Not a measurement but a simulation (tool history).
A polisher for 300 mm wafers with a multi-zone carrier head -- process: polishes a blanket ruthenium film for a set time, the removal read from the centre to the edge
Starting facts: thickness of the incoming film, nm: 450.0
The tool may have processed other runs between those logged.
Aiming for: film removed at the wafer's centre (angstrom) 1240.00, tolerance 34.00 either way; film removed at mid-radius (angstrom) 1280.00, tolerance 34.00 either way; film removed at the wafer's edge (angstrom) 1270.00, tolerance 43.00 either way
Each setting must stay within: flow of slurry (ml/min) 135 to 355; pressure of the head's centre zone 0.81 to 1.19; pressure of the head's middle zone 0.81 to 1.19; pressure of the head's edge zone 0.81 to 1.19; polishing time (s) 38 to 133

run,hour,flow of slurry (ml/min),pressure of the head's centre zone,pressure of the head's middle zone,pressure of the head's edge zone,polishing time (s),film removed at the wafer's centre (angstrom),film removed at mid-radius (angstrom),film removed at the wafer's edge (angstrom)
1,0.0,225,1.00,1.00,1.00,85,853.50,861.90,847.04
2,5.3,225,1.00,1.00,1.00,69,706.73,704.04,701.74
3,7.5,225,1.00,1.00,0.95,69,696.82,695.41,668.92
4,15.3,225,1.00,1.00,0.90,69,693.05,692.98,647.61
5,21.5,235,1.02,1.03,0.98,81,848.95,839.95,805.59
6,22.4,245,1.02,1.06,1.04,88,921.28,934.88,913.15
7,29.8,250,1.03,1.09,1.08,94,984.30,1015.00,975.96
8,31.2,265,1.03,1.10,1.11,99,1050.20,1082.00,1069.20
9,39.1,275,1.04,1.12,1.13,102,1096.60,1141.60,1104.90
10,42.2,280,1.04,1.12,1.15,105,1110.90,1171.20,1141.00
11,45.2,280,1.05,1.12,1.16,108,1165.10,1217.20,1195.70
12,47.6,285,1.06,1.12,1.17,109,1197.00,1226.40,1221.90
13,51.1,285,1.06,1.12,1.17,109,1197.00,1230.70,1203.70
14,55.9,290,1.06,1.12,1.18,110,1197.70,1248.20,1226.10
15,64.6,290,1.06,1.12,1.18,110,1217.30,1239.90,1218.10

Below are 5 possible settings for the next run. Only one of them brings all results inside the allowed miss of their targets. Which is it?
A,73.3,285,1.07,1.11,1.19,108,?,?,?
B,73.3,270,1.07,1.19,1.06,111,?,?,?
C,73.3,270,1.05,1.10,1.15,115,?,?,?
D,73.3,340,0.99,1.05,1.19,112,?,?,?
E,73.3,270,1.04,1.08,1.19,112,?,?,?

move,film removed at the wafer's centre (angstrom),film removed at mid-radius (angstrom),film removed at the wafer's edge (angstrom)
A,1190.20,1210.00,1202.90
B,1216.40,1301.10,1159.40
C,1235.90,1273.30,1253.10
D,1161.50,1226.30,1263.80
E,1192.00,1223.90,1242.60
A: further off than the last run
B: further off than the last run
C: hits every target within its allowed miss
D: meets the target for the result that was furthest off, but another lies outside its allowed miss
E: meets the target for the result that was furthest off, but another lies outside its allowed miss
The move that meets every target is C.
